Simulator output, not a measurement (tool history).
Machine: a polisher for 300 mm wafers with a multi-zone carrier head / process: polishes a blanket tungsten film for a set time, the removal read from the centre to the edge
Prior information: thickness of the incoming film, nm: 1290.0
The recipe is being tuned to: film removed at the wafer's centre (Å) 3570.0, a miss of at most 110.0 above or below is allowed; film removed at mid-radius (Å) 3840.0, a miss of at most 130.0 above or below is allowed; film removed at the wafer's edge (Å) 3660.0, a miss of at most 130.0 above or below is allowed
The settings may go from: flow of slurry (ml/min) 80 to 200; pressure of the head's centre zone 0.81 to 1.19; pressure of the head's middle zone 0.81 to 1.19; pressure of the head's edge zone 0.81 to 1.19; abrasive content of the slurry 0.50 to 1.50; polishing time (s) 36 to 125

run,hour,flow of slurry (ml/min),pressure of the head's centre zone,pressure of the head's middle zone,pressure of the head's edge zone,abrasive content of the slurry,polishing time (s),film removed at the wafer's centre (Å),film removed at mid-radius (Å),film removed at the wafer's edge (Å)
1,0.0,130,1.00,1.00,1.00,1.00,80,4223.2,4239.4,4186.3
2,0.5,140,1.00,1.00,1.00,1.00,80,4276.5,4397.7,4223.5
3,7.9,130,0.98,1.00,0.97,0.95,80,4085.2,4193.3,4141.1
4,10.7,130,0.98,1.00,1.04,0.95,80,4142.7,4274.0,4220.8
5,18.3,130,0.98,1.00,1.04,0.95,98,5002.2,5231.6,5134.6
6,25.2,130,0.98,1.00,1.04,1.10,98,5212.6,5460.5,5336.8
7,29.9,130,0.97,1.01,1.01,0.95,94,4766.2,5019.8,4854.1
8,32.0,130,0.96,1.01,0.99,0.85,91,4449.9,4803.7,4603.5
9,40.2,125,0.96,1.01,0.97,0.75,89,4195.6,4444.2,4259.1
10,42.5,120,0.95,1.01,0.95,0.70,89,3980.8,4285.8,4193.2
11,51.0,115,0.96,1.02,0.93,0.65,88,3834.6,4200.5,3921.9
12,58.9,110,0.96,1.01,0.92,0.65,88,3821.1,4061.2,3873.6
13,59.9,85,0.94,1.02,0.88,0.60,88,3280.8,3725.2,3578.2
14,67.5,90,0.94,1.02,0.88,0.60,88,3355.7,3796.1,3629.5

Next run, 5 choices. One meets every target within its allowed miss, the rest don't. Which?
A,75.1,85,0.93,1.11,0.85,0.55,90,?,?,?
B,75.1,80,0.85,1.00,0.91,0.65,90,?,?,?
C,75.1,90,0.98,1.03,0.91,0.60,89,?,?,?
D,75.1,80,0.83,0.98,0.88,0.55,98,?,?,?
E,75.1,85,0.86,1.00,0.89,0.50,94,?,?,?

move,film removed at the wafer's centre (Å),film removed at mid-radius (Å),film removed at the wafer's edge (Å)
A,3269.0,3986.2,3505.9
B,3017.4,3742.4,3711.0
C,3569.7,3887.2,3709.0
D,3079.2,3854.4,3821.5
E,3080.9,3760.0,3657.8
A: lands further from the targets than the last run did
B: lands further from the targets than the last run did
C: hits every target within its allowed miss
D: lands further from the targets than the last run did
E: lands further from the targets than the last run did
Answer: C
